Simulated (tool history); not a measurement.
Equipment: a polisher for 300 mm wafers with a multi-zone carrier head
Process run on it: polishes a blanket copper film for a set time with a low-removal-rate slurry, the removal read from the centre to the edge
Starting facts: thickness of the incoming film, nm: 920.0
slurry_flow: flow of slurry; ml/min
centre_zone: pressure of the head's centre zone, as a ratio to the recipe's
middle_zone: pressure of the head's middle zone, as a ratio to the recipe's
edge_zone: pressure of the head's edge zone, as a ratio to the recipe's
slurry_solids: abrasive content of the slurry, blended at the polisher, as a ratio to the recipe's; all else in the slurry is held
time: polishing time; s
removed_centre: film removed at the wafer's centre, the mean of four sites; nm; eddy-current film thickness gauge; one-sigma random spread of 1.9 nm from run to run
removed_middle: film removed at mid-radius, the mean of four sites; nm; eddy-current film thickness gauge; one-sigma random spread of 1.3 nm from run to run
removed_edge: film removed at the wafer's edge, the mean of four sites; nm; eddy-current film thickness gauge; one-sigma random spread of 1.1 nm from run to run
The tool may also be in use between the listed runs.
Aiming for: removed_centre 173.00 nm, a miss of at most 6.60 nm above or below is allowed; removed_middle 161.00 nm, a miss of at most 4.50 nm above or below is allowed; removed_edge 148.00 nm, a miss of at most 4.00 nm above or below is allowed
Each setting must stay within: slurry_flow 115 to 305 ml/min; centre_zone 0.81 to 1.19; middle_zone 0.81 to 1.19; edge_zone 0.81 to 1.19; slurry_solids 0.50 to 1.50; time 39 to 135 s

run 1 day=0.000 | slurry_flow=195 centre_zone=1.00 middle_zone=1.00 edge_zone=1.00 slurry_solids=1.00 time=87 | removed_centre=201.67 removed_middle=201.10 removed_edge=198.90
run 2 day=0.321 | slurry_flow=195 centre_zone=1.00 middle_zone=1.00 edge_zone=1.00 slurry_solids=1.00 time=94 | removed_centre=217.72 removed_middle=211.33 removed_edge=211.39
run 3 day=0.554 | slurry_flow=175 centre_zone=1.00 middle_zone=1.00 edge_zone=1.00 slurry_solids=1.00 time=94 | removed_centre=212.51 removed_middle=208.66 removed_edge=211.53
run 4 day=0.692 | slurry_flow=180 centre_zone=1.00 middle_zone=1.00 edge_zone=0.99 slurry_solids=0.95 time=92 | removed_centre=208.98 removed_middle=204.74 removed_edge=205.51
run 5 day=0.846 | slurry_flow=190 centre_zone=1.00 middle_zone=1.00 edge_zone=0.98 slurry_solids=0.90 time=89 | removed_centre=204.02 removed_middle=195.88 removed_edge=195.61
run 6 day=1.150 | slurry_flow=195 centre_zone=1.00 middle_zone=1.00 edge_zone=0.97 slurry_solids=0.85 time=88 | removed_centre=196.53 removed_middle=191.42 removed_edge=189.99
run 7 day=1.175 | slurry_flow=200 centre_zone=1.00 middle_zone=1.00 edge_zone=0.96 slurry_solids=0.80 time=87 | removed_centre=189.74 removed_middle=185.94 removed_edge=182.06
run 8 day=1.442 | slurry_flow=205 centre_zone=1.00 middle_zone=1.00 edge_zone=0.95 slurry_solids=0.75 time=87 | removed_centre=189.28 removed_middle=183.97 removed_edge=183.56
run 9 day=1.700 | slurry_flow=205 centre_zone=1.01 middle_zone=1.01 edge_zone=0.94 slurry_solids=0.70 time=86 | removed_centre=185.35 removed_middle=181.40 removed_edge=172.04
run 10 day=1.746 | slurry_flow=200 centre_zone=1.01 middle_zone=1.01 edge_zone=0.93 slurry_solids=0.70 time=86 | removed_centre=187.14 removed_middle=178.35 removed_edge=172.61
run 11 day=1.950 | slurry_flow=195 centre_zone=1.01 middle_zone=1.01 edge_zone=0.92 slurry_solids=0.70 time=86 | removed_centre=182.39 removed_middle=179.87 removed_edge=175.12
run 12 day=2.267 | slurry_flow=200 centre_zone=1.02 middle_zone=1.01 edge_zone=0.92 slurry_solids=0.70 time=85 | removed_centre=184.50 removed_middle=177.54 removed_edge=170.82
run 13 day=2.642 | slurry_flow=200 centre_zone=1.03 middle_zone=1.01 edge_zone=0.91 slurry_solids=0.70 time=85 | removed_centre=183.63 removed_middle=177.69 removed_edge=171.18
run 14 day=2.754 | slurry_flow=200 centre_zone=1.04 middle_zone=1.01 edge_zone=0.90 slurry_solids=0.70 time=84 | removed_centre=184.61 removed_middle=176.68 removed_edge=167.65
run 15 day=2.946 | slurry_flow=200 centre_zone=1.04 middle_zone=1.01 edge_zone=0.89 slurry_solids=0.70 time=84 | removed_centre=188.81 removed_middle=175.56 removed_edge=164.81
run 16 day=3.100 | slurry_flow=195 centre_zone=1.04 middle_zone=1.01 edge_zone=0.88 slurry_solids=0.70 time=84 | removed_centre=184.91 removed_middle=172.41 removed_edge=164.78

Exactly one of the 5 candidate moves below puts every result within its allowed miss. Which one?
run A day=3.254 | slurry_flow=210 centre_zone=1.12 middle_zone=1.07 edge_zone=0.86 slurry_solids=0.65 time=74 | removed_centre=? removed_middle=? removed_edge=?
run B day=3.254 | slurry_flow=215 centre_zone=1.11 middle_zone=1.06 edge_zone=0.81 slurry_solids=0.75 time=71 | removed_centre=? removed_middle=? removed_edge=?
run C day=3.254 | slurry_flow=205 centre_zone=1.06 middle_zone=1.01 edge_zone=0.82 slurry_solids=0.70 time=77 | removed_centre=? removed_middle=? removed_edge=?
run D day=3.254 | slurry_flow=225 centre_zone=1.11 middle_zone=1.06 edge_zone=0.85 slurry_solids=0.60 time=75 | removed_centre=? removed_middle=? removed_edge=?
run E day=3.254 | slurry_flow=145 centre_zone=0.90 middle_zone=0.91 edge_zone=0.90 slurry_solids=0.60 time=97 | removed_centre=? removed_middle=? removed_edge=?

move=A removed_centre=174.04 removed_middle=161.63 removed_edge=140.93
move=B removed_centre=172.56 removed_middle=160.26 removed_edge=137.06
move=C removed_centre=174.79 removed_middle=162.72 removed_edge=146.10
move=D removed_centre=173.18 removed_middle=160.71 removed_edge=140.18
move=E removed_centre=169.19 removed_middle=168.91 removed_edge=175.80
A: moves the result that the last run missed by most past its target, out the other side
B: moves the result that the last run missed by most past its target, out the other side
C: meets every target
D: moves the result that the last run missed by most past its target, out the other side
E: further off than the last run
Go with C: it meets all targets.
